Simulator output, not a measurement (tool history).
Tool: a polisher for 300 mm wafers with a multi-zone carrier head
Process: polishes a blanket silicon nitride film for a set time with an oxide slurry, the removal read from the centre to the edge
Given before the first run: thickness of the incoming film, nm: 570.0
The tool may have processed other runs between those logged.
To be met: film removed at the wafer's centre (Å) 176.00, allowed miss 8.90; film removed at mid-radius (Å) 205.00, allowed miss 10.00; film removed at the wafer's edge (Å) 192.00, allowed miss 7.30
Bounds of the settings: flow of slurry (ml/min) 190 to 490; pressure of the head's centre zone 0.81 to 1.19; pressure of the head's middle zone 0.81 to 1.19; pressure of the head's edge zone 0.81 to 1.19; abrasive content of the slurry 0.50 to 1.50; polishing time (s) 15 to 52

| run | hour | flow of slurry (ml/min) | pressure of the head's centre zone | pressure of the head's middle zone | pressure of the head's edge zone | abrasive content of the slurry | polishing time (s) | film removed at the wafer's centre (Å) | film removed at mid-radius (Å) | film removed at the wafer's edge (Å) |
|---|---|---|---|---|---|---|---|---|---|---|
| 1 | 0.0 | 315 | 1.00 | 1.00 | 1.00 | 1.00 | 33 | 225.68 | 221.15 | 222.60 |
| 2 | 8.2 | 315 | 0.97 | 1.01 | 0.98 | 0.95 | 33 | 208.51 | 224.21 | 214.36 |
| 3 | 11.1 | 315 | 0.95 | 1.00 | 0.97 | 0.90 | 33 | 203.26 | 214.33 | 208.42 |
| 4 | 12.5 | 245 | 0.95 | 1.00 | 0.97 | 0.90 | 33 | 191.99 | 203.46 | 202.73 |
| 5 | 21.2 | 240 | 0.94 | 1.01 | 0.96 | 0.90 | 33 | 189.75 | 206.12 | 198.87 |
| 6 | 22.5 | 240 | 0.94 | 0.94 | 0.96 | 0.90 | 33 | 190.80 | 194.77 | 204.21 |
| 7 | 28.8 | 235 | 0.93 | 0.96 | 0.95 | 0.90 | 33 | 189.75 | 198.35 | 201.54 |
| 8 | 31.4 | 230 | 0.92 | 0.97 | 0.94 | 0.90 | 33 | 187.40 | 199.79 | 197.38 |
| 9 | 36.4 | 225 | 0.91 | 0.98 | 0.94 | 0.90 | 33 | 182.00 | 202.08 | 200.48 |
| 10 | 41.1 | 235 | 0.90 | 1.02 | 0.88 | 0.85 | 33 | 176.54 | 198.76 | 181.68 |

Which one of the following 4 next-run settings gets every result inside its allowed miss? There is exactly one.
| A | 45.8 | 255 | 0.88 | 1.02 | 0.93 | 0.80 | 35 | ? | ? | ? |
| B | 45.8 | 230 | 0.96 | 0.90 | 0.94 | 0.55 | 50 | ? | ? | ? |
| C | 45.8 | 220 | 0.91 | 1.04 | 0.87 | 0.80 | 34 | ? | ? | ? |
| D | 45.8 | 190 | 0.92 | 1.04 | 0.90 | 0.85 | 32 | ? | ? | ? |

| move | film removed at the wafer's centre (Å) | film removed at mid-radius (Å) | film removed at the wafer's edge (Å) |
|---|---|---|---|
| A | 175.66 | 204.24 | 194.73 |
| B | 183.92 | 180.08 | 192.71 |
| C | 171.14 | 197.45 | 180.52 |
| D | 165.18 | 189.51 | 177.14 |
A: in spec on every target
B: the worst result of the last run now meets its target, but another is out of spec
C: lands further from the targets than the last run did
D: lands further from the targets than the last run did
A meets every target.
